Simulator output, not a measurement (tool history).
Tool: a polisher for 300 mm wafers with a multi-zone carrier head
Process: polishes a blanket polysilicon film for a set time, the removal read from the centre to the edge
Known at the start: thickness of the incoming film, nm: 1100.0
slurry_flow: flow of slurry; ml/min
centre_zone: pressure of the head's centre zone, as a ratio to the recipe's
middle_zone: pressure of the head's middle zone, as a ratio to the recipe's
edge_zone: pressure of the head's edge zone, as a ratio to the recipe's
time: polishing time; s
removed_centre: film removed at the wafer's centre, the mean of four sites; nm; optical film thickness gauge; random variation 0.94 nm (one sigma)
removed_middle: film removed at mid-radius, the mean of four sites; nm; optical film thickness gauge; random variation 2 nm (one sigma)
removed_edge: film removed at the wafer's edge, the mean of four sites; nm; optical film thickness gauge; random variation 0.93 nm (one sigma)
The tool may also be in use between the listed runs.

| run | hour | slurry_flow | centre_zone | middle_zone | edge_zone | time | removed_centre | removed_middle | removed_edge |
|---|---|---|---|---|---|---|---|---|---|
| 1 | 0 | 270 | 1 | 1 | 1 | 39 | 158.38 | 150.06 | 152.33 |
| 2 | 2.1 | 265 | 0.97 | 1.01 | 0.97 | 38 | 151.4 | 148.95 | 147.59 |
| 3 | 8.3 | 260 | 0.95 | 1.02 | 0.95 | 37 | 143.95 | 145.09 | 140.78 |
| 4 | 11.9 | 260 | 0.95 | 1.09 | 0.95 | 37 | 142.9 | 155.37 | 140.86 |
| 5 | 15.1 | 260 | 0.95 | 1.09 | 0.95 | 46 | 177.23 | 190.03 | 177.11 |
| 6 | 16.3 | 210 | 0.95 | 1.09 | 0.95 | 46 | 174.49 | 188.73 | 174.63 |
| 7 | 22.5 | 195 | 0.86 | 1.08 | 0.85 | 35 | 123.9 | 141.15 | 124.78 |

Forecast run 8:
| 8 | 30.7 | 195 | 0.85 | 1.08 | 0.85 | 35 | ? | ? | ? |

{"run 8": {"removed_centre": 121.68, "removed_middle": 143.02, "removed_edge": 125.45}}

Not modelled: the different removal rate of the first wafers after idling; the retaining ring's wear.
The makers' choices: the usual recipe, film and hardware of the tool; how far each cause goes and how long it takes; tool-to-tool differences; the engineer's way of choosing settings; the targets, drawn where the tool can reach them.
